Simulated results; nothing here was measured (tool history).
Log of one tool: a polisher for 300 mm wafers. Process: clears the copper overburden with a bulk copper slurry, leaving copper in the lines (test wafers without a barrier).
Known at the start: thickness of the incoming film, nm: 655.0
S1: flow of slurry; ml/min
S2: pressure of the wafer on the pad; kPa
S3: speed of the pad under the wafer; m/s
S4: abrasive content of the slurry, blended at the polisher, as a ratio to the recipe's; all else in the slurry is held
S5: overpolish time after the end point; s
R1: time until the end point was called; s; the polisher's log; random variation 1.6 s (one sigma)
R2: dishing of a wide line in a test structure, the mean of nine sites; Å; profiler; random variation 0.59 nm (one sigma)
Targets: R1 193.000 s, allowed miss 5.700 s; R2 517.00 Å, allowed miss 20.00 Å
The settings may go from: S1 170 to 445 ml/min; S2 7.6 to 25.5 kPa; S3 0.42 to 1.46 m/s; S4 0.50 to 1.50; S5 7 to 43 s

Run 1, day 0.000: S1 285 ml/min, S2 16.5 kPa, S3 0.94 m/s, S4 1.00, S5 22 s. Result: R1 72.362 s, R2 834.09 Å.
Run 2, day 0.358: S1 280 ml/min, S2 13.8 kPa, S3 0.84 m/s, S4 1.00, S5 23 s. Result: R1 96.211 s, R2 726.94 Å.
Run 3, day 0.408: S1 280 ml/min, S2 13.8 kPa, S3 0.66 m/s, S4 1.00, S5 23 s. Result: R1 118.650 s, R2 644.42 Å.
Run 4, day 0.658: S1 280 ml/min, S2 13.8 kPa, S3 0.66 m/s, S4 1.00, S5 19 s. Result: R1 120.620 s, R2 580.33 Å.
Run 5, day 0.804: S1 335 ml/min, S2 13.8 kPa, S3 0.66 m/s, S4 1.00, S5 19 s. Result: R1 118.610 s, R2 580.13 Å.
Run 6, day 1.158: S1 335 ml/min, S2 11.7 kPa, S3 0.66 m/s, S4 1.00, S5 19 s. Result: R1 135.970 s, R2 516.41 Å.
Run 7, day 1.204: S1 330 ml/min, S2 10.3 kPa, S3 0.64 m/s, S4 1.00, S5 22 s. Result: R1 152.580 s, R2 515.91 Å.
Run 8, day 1.425: S1 315 ml/min, S2 7.6 kPa, S3 0.58 m/s, S4 1.00, S5 30 s. Result: R1 212.480 s, R2 496.48 Å.
Run 9, day 1.517: S1 315 ml/min, S2 8.3 kPa, S3 0.58 m/s, S4 1.00, S5 29 s. Result: R1 201.750 s, R2 505.92 Å.

4 next moves are on the table. One of them brings every result within its allowed miss. Which?
Run A, day 1.608: S1 305 ml/min, S2 7.6 kPa, S3 0.60 m/s, S4 1.05, S5 35 s. Result: R1 ?, R2 ?.
Run B, day 1.608: S1 320 ml/min, S2 8.3 kPa, S3 0.64 m/s, S4 1.05, S5 29 s. Result: R1 ?, R2 ?.
Run C, day 1.608: S1 310 ml/min, S2 7.6 kPa, S3 0.72 m/s, S4 0.90, S5 31 s. Result: R1 ?, R2 ?.
Run D, day 1.608: S1 375 ml/min, S2 7.6 kPa, S3 0.64 m/s, S4 1.05, S5 29 s. Result: R1 ?, R2 ?.

move       R1      R2
   A  206.410  563.31
   B  181.460  548.43
   C  178.460  571.42
   D  191.600  525.32
A: further off than the last run
B: takes the result that was furthest off past its target
C: takes the result that was furthest off past its target
D: meets every target
The right move is D.

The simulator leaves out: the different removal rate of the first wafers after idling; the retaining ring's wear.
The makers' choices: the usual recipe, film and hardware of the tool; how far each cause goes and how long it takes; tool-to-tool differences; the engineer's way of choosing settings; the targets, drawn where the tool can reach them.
